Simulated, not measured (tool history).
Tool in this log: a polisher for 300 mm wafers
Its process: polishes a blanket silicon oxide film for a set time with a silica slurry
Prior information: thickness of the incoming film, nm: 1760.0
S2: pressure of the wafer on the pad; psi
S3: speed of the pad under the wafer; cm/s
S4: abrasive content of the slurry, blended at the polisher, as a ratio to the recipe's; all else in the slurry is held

run 1 hour=0.0 | flow_of_slurry_(ml/min)=220 S2=5.3 S3=134 S4=1.0 polishing_time_(s)=126 | film_removed_(Å)=5088.7
run 2 hour=1.8 | flow_of_slurry_(ml/min)=220 S2=5.3 S3=154 S4=1.0 polishing_time_(s)=126 | film_removed_(Å)=5530.9
run 3 hour=10.4 | flow_of_slurry_(ml/min)=220 S2=5.3 S3=154 S4=0.9 polishing_time_(s)=126 | film_removed_(Å)=5235.5
run 4 hour=19.0 | flow_of_slurry_(ml/min)=220 S2=5.0 S3=154 S4=0.9 polishing_time_(s)=126 | film_removed_(Å)=5086.8
run 5 hour=22.7 | flow_of_slurry_(ml/min)=220 S2=5.0 S3=168 S4=0.9 polishing_time_(s)=126 | film_removed_(Å)=5458.2
run 6 hour=31.2 | flow_of_slurry_(ml/min)=270 S2=5.0 S3=168 S4=0.9 polishing_time_(s)=126 | film_removed_(Å)=5564.9
run 7 hour=38.7 | flow_of_slurry_(ml/min)=270 S2=3.5 S3=158 S4=0.9 polishing_time_(s)=126 | film_removed_(Å)=4215.3

Run 8 has not been measured yet. What should we expect?
run 8 hour=44.6 | flow_of_slurry_(ml/min)=270 S2=3.4 S3=156 S4=0.9 polishing_time_(s)=126 | film_removed_(Å)=?

{"run 8": {"film removed (Å)": 4063.3}}

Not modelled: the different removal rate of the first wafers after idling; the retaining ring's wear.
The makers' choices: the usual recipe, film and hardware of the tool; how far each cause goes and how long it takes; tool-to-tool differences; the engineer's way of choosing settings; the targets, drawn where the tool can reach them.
